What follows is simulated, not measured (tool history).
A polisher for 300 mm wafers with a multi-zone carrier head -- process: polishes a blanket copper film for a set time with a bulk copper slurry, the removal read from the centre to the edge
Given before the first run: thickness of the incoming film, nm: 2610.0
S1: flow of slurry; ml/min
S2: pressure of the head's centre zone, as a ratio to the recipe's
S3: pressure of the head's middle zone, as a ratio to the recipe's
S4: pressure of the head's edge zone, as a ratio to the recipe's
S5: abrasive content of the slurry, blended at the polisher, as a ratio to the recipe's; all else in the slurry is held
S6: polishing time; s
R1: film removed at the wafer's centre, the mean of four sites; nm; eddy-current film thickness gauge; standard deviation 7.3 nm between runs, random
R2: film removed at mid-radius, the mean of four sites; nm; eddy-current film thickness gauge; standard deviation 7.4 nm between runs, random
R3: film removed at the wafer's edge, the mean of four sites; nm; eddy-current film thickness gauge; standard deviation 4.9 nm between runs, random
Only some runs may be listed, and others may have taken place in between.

{"run": 1, "hour": 0.0, "S1": 290, "S2": 1.0, "S3": 1.0, "S4": 1.0, "S5": 1.0, "S6": 66, "R1": 903.23, "R2": 890.38, "R3": 900.91}
{"run": 2, "hour": 9.0, "S1": 285, "S2": 0.99, "S3": 0.98, "S4": 0.98, "S5": 0.9, "S6": 64, "R1": 843.27, "R2": 834.16, "R3": 842.57}
{"run": 3, "hour": 11.2, "S1": 285, "S2": 0.99, "S3": 0.98, "S4": 1.02, "S5": 0.9, "S6": 64, "R1": 855.74, "R2": 821.56, "R3": 873.85}
{"run": 4, "hour": 17.5, "S1": 285, "S2": 0.99, "S3": 0.98, "S4": 0.96, "S5": 0.9, "S6": 64, "R1": 831.88, "R2": 823.37, "R3": 842.71}
{"run": 5, "hour": 21.1, "S1": 285, "S2": 0.99, "S3": 0.98, "S4": 0.96, "S5": 1.1, "S6": 64, "R1": 856.66, "R2": 879.9, "R3": 879.76}
{"run": 6, "hour": 27.7, "S1": 285, "S2": 0.99, "S3": 0.9, "S4": 0.96, "S5": 1.1, "S6": 64, "R1": 884.08, "R2": 810.14, "R3": 877.34}

Run 7 has not been measured yet. What should we expect?
{"run": 7, "hour": 31.4, "S1": 285, "S2": 0.98, "S3": 0.89, "S4": 0.94, "S5": 1.0, "S6": 62, "R1": "?", "R2": "?", "R3": "?"}

{"run 7": {"R1": 831.28, "R2": 765.71, "R3": 827.18}}
